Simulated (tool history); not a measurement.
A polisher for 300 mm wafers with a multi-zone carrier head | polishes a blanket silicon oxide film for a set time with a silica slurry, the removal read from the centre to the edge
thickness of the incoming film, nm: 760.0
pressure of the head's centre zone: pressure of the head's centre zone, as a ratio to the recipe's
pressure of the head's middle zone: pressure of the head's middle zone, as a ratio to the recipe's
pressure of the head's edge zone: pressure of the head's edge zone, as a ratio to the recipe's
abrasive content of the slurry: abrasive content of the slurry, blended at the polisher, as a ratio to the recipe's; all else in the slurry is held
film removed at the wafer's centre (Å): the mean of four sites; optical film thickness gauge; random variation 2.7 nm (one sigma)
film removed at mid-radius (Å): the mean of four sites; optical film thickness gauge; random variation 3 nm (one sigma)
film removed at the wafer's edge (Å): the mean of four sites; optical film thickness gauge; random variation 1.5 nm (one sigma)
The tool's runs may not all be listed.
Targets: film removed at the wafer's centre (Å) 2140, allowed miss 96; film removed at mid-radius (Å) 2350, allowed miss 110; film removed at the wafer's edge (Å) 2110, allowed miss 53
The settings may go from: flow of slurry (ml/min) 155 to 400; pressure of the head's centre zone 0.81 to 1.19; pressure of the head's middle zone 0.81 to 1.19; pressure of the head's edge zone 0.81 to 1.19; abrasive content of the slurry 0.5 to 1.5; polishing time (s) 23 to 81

run  hour  flow of slurry (ml/min)  pressure of the head's centre zone  pressure of the head's middle zone  pressure of the head's edge zone  abrasive content of the slurry  polishing time (s)  film removed at the wafer's centre (Å)  film removed at mid-radius (Å)  film removed at the wafer's edge (Å)
  1     0                      255                                   1                                   1                                 1                               1                  52                                  2316.3                          2377.9                                2368.7
  2   1.3                      250                                0.99                                1.01                              0.98                               1                  52                                  2271.8                          2341.5                                2372.8
  3   5.6                      250                                0.99                                0.97                              0.98                               1                  52                                  2333.1                          2270.3                                2345.7
  4   7.1                      255                                0.99                                0.99                              0.96                            0.95                  52                                  2259.7                            2253                                2236.2
  5   8.7                      255                                0.99                                0.99                              0.96                             1.1                  52                                  2394.8                          2412.3                                2431.6
  6  12.5                      255                                0.98                                   1                              0.94                            1.05                  52                                  2336.6                          2400.1                                2373.9
  7  19.7                      255                                0.98                                1.01                              0.92                               1                  52                                  2300.1                            2364                                2285.9
  8  27.9                      255                                0.97                                1.02                               0.9                               1                  52                                  2257.4                            2376                                2243.1
  9  33.9                      250                                0.96                                1.02                              0.89                               1                  52                                  2200.4                          2379.8                                2247.8

5 next moves are on the table. One of them brings every result within its allowed miss. Which?
  A  39.9                      250                                0.85                                   1                              0.97                             1.1                  53                                       ?                               ?                                     ?
  B  39.9                      305                                0.99                                1.16                              0.81                            0.55                  78                                       ?                               ?                                     ?
  C  39.9                      330                                0.94                                1.03                              0.81                               1                  50                                       ?                               ?                                     ?
  D  39.9                      230                                0.92                                0.99                              0.93                            1.05                  52                                       ?                               ?                                     ?
  E  39.9                      175                                0.91                                1.01                               0.9                            0.75                  67                                       ?                               ?                                     ?

move  film removed at the wafer's centre (Å)  film removed at mid-radius (Å)  film removed at the wafer's edge (Å)
   A                                  2069.3                          2512.2                                2487.3
   B                                  2203.6                          2594.3                                  2079
   C                                  2115.8                          2371.8                                2103.8
   D                                  2123.2                          2361.6                                2320.3
   E                                  2103.9                            2416                                  2321
A: further off than the last run
B: brings the result that was furthest off to its target, and leaves another outside
C: meets every target
D: further off than the last run
E: further off than the last run
The right move is C.

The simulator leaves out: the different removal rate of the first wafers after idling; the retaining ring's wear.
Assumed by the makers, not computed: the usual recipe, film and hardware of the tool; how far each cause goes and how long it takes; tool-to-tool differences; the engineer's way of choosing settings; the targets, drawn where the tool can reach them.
